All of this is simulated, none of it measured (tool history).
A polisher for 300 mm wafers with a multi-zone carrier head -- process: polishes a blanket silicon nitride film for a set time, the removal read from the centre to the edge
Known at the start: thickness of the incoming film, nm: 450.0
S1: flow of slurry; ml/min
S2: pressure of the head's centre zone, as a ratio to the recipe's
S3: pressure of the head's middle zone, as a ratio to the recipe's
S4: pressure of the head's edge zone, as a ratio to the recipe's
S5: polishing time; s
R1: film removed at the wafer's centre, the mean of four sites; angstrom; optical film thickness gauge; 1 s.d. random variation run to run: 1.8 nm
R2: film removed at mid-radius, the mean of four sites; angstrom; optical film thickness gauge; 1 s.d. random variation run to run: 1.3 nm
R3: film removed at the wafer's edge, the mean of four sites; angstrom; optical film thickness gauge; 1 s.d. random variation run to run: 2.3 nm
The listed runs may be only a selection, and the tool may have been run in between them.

run    day   S1    S2    S3    S4  S5      R1      R2      R3
  1  0.000  250  1.00  1.00  1.00  73  1275.8  1311.4  1276.7
  2  0.062  255  1.02  1.02  1.02  74  1292.6  1354.8  1293.3
  3  0.121  255  1.02  1.02  0.96  74  1304.2  1348.0  1289.8
  4  0.338  260  1.03  1.02  0.96  76  1330.2  1389.1  1320.7
  5  0.625  260  1.03  1.02  0.96  92  1627.5  1670.5  1609.5
  6  0.846  310  1.03  1.02  0.96  92  1697.5  1710.7  1571.4

What does the tool deliver on the next run?
  7  1.058  305  1.02  1.01  0.96  91   ?   ?   ?

R1: 1645.6 angstrom
R2: 1656.7 angstrom
R3: 1594.7 angstrom
